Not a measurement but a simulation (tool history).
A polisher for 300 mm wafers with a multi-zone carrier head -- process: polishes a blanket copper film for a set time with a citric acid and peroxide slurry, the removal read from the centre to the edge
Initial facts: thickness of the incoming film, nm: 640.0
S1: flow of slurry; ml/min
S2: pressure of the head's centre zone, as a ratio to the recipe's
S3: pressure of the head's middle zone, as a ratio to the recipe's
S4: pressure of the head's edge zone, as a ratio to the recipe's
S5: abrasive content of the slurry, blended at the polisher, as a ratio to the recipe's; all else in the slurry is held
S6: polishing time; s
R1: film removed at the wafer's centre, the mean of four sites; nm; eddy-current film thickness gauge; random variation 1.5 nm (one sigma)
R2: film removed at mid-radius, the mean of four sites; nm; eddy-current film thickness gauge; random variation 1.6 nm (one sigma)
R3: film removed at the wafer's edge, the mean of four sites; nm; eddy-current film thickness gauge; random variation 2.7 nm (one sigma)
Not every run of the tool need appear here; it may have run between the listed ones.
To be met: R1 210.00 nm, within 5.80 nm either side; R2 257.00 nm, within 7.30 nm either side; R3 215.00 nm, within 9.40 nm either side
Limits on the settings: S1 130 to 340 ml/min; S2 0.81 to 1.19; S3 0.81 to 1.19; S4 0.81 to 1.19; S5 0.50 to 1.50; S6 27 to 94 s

run 1 hour=0.0 | S1=220 S2=1.00 S3=1.00 S4=1.00 S5=1.00 S6=60 | R1=158.47 R2=160.09 R3=158.92
run 2 hour=2.7 | S1=255 S2=1.00 S3=1.00 S4=1.00 S5=1.00 S6=60 | R1=163.72 R2=162.73 R3=161.17
run 3 hour=7.2 | S1=255 S2=1.00 S3=1.05 S4=1.00 S5=1.00 S6=60 | R1=163.73 R2=171.06 R3=162.00
run 4 hour=10.5 | S1=255 S2=1.00 S3=1.05 S4=0.97 S5=1.00 S6=60 | R1=162.04 R2=170.88 R3=155.07
run 5 hour=18.4 | S1=255 S2=1.00 S3=1.05 S4=0.97 S5=0.85 S6=60 | R1=155.57 R2=164.61 R3=154.41
run 6 hour=20.4 | S1=255 S2=1.00 S3=1.05 S4=0.97 S5=0.85 S6=65 | R1=170.68 R2=178.25 R3=163.04
run 7 hour=21.3 | S1=255 S2=0.99 S3=1.07 S4=0.99 S5=0.95 S6=66 | R1=176.38 R2=187.82 R3=175.02
run 8 hour=25.2 | S1=260 S2=0.98 S3=1.09 S4=0.99 S5=1.00 S6=67 | R1=179.83 R2=197.45 R3=180.08
run 9 hour=27.2 | S1=265 S2=0.97 S3=1.11 S4=0.99 S5=1.05 S6=68 | R1=181.10 R2=208.31 R3=182.34
run 10 hour=35.3 | S1=270 S2=0.97 S3=1.12 S4=1.00 S5=1.10 S6=68 | R1=183.16 R2=210.89 R3=185.73
run 11 hour=37.5 | S1=275 S2=0.97 S3=1.13 S4=1.01 S5=1.15 S6=69 | R1=190.20 R2=216.07 R3=190.82

Which one of the following 5 next-run settings gets every result inside its allowed miss? There is exactly one.
run A hour=39.7 | S1=310 S2=0.98 S3=1.19 S4=0.89 S5=1.40 S6=77 | R1=? R2=? R3=?
run B hour=39.7 | S1=305 S2=0.92 S3=1.13 S4=0.90 S5=1.05 S6=82 | R1=? R2=? R3=?
run C hour=39.7 | S1=270 S2=0.91 S3=1.13 S4=1.05 S5=1.20 S6=85 | R1=? R2=? R3=?
run D hour=39.7 | S1=295 S2=0.89 S3=1.19 S4=0.81 S5=1.25 S6=82 | R1=? R2=? R3=?
run E hour=39.7 | S1=290 S2=0.95 S3=1.09 S4=1.09 S5=1.25 S6=82 | R1=? R2=? R3=?

move=A R1=226.69 R2=268.18 R3=219.09
move=B R1=211.80 R2=255.61 R3=219.41
move=C R1=220.62 R2=269.55 R3=245.84
move=D R1=212.33 R2=277.12 R3=219.31
move=E R1=226.17 R2=256.35 R3=244.47
A: pushes the last run's worst result past its target
B: in spec on every target
C: pushes the last run's worst result past its target
D: pushes the last run's worst result past its target
E: meets the target for the result that was furthest off, but another lies outside its allowed miss
Answer: B
